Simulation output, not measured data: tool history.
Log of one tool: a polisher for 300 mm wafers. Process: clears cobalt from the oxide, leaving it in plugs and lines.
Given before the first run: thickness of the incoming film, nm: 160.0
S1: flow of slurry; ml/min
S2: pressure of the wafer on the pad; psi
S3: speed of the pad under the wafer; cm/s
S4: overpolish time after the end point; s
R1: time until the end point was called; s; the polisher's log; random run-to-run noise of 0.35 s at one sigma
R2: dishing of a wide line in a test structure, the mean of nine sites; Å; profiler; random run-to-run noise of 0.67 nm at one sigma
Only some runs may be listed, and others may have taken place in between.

| run | hour | S1 | S2 | S3 | S4 | R1 | R2 |
|---|---|---|---|---|---|---|---|
| 1 | 0 | 195 | 1.5 | 120 | 13 | 35.704 | 355.15 |
| 2 | 6.3 | 195 | 1.5 | 120 | 17 | 35.83 | 407.15 |
| 3 | 13.6 | 195 | 1.7 | 122 | 13 | 32.14 | 378.41 |
| 4 | 14.4 | 195 | 2 | 122 | 13 | 26.532 | 402.13 |
| 5 | 18.2 | 195 | 2.1 | 122 | 10 | 25.316 | 361.24 |
| 6 | 21.5 | 195 | 1.8 | 122 | 10 | 30.048 | 329.84 |
| 7 | 30.4 | 195 | 1.9 | 122 | 8 | 28.081 | 304.27 |

For run 8, what comes out?
| 8 | 36.1 | 195 | 2 | 122 | 7 | ? | ? |

Run 8 gave R1 27.583 s, R2 274.96 Å.
